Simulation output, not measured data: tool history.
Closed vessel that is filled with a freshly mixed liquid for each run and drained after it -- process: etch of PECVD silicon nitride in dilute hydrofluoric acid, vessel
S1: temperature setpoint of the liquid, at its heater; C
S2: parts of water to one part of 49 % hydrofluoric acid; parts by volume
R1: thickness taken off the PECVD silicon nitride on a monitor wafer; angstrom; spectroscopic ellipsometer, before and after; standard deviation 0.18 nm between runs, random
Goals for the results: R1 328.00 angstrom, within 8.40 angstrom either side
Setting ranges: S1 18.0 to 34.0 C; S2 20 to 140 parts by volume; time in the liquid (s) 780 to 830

run 1 hour=0.0 | S1=26.0 S2=75 time_in_the_liquid_(s)=780 | R1=659.81
run 2 hour=8.3 | S1=23.5 S2=80 time_in_the_liquid_(s)=780 | R1=531.48
run 3 hour=12.4 | S1=21.5 S2=80 time_in_the_liquid_(s)=780 | R1=465.80
run 4 hour=19.5 | S1=21.5 S2=80 time_in_the_liquid_(s)=780 | R1=466.04
run 5 hour=21.3 | S1=20.5 S2=85 time_in_the_liquid_(s)=780 | R1=410.05
run 6 hour=24.1 | S1=23.5 S2=85 time_in_the_liquid_(s)=780 | R1=497.75
run 7 hour=33.5 | S1=21.5 S2=85 time_in_the_liquid_(s)=780 | R1=438.56
run 8 hour=38.0 | S1=20.5 S2=85 time_in_the_liquid_(s)=780 | R1=406.22
run 9 hour=46.6 | S1=19.5 S2=85 time_in_the_liquid_(s)=780 | R1=381.39
run 10 hour=53.8 | S1=19.0 S2=85 time_in_the_liquid_(s)=780 | R1=366.28
run 11 hour=60.2 | S1=18.5 S2=85 time_in_the_liquid_(s)=780 | R1=355.11
run 12 hour=66.9 | S1=18.0 S2=85 time_in_the_liquid_(s)=780 | R1=345.11

Exercise: of the 5 proposed moves below, exactly one satisfies all targets within the stated allowed misses. Which move is it?
run A hour=73.6 | S1=18.0 S2=90 time_in_the_liquid_(s)=795 | R1=?
run B hour=73.6 | S1=18.0 S2=85 time_in_the_liquid_(s)=815 | R1=?
run C hour=73.6 | S1=18.0 S2=85 time_in_the_liquid_(s)=805 | R1=?
run D hour=73.6 | S1=18.0 S2=95 time_in_the_liquid_(s)=780 | R1=?
run E hour=73.6 | S1=18.5 S2=85 time_in_the_liquid_(s)=785 | R1=?

move=A R1=330.62
move=B R1=358.29
move=C R1=353.89
move=D R1=307.79
move=E R1=357.29
A: each result inside its tolerance
B: misses by more than the last run did
C: misses by more than the last run did
D: takes the biggest miss from the last run beyond its target
E: misses by more than the last run did
So the answer is move A, the one that meets all the targets.
